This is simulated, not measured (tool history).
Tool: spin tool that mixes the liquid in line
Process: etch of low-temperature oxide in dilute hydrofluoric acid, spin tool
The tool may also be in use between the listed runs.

run	day	temperature setpoint of the liquid (K)	parts of water to one part of 49 % hydrofluoric acid (parts by volume)	time under the liquid (s)	thickness taken off the low-temperature oxide on a monitor wafer (nm)
1	0	296.15	245	285	10.429
2	0.058	292.65	245	285	9.1747
3	0.162	290.15	245	285	8.3452
4	0.404	290.15	245	285	8.3184
5	0.608	290.15	250	285	8.1389
6	0.825	290.15	250	305	8.6609
7	0.958	290.15	255	305	8.5017
8	1.175	290.15	260	305	8.3716
9	1.212	290.15	265	305	8.1283

The next listed run, before its measurement:
10	1.271	290.15	270	305	?

Run 10 gave thickness taken off the low-temperature oxide on a monitor wafer (nm) 7.9018.

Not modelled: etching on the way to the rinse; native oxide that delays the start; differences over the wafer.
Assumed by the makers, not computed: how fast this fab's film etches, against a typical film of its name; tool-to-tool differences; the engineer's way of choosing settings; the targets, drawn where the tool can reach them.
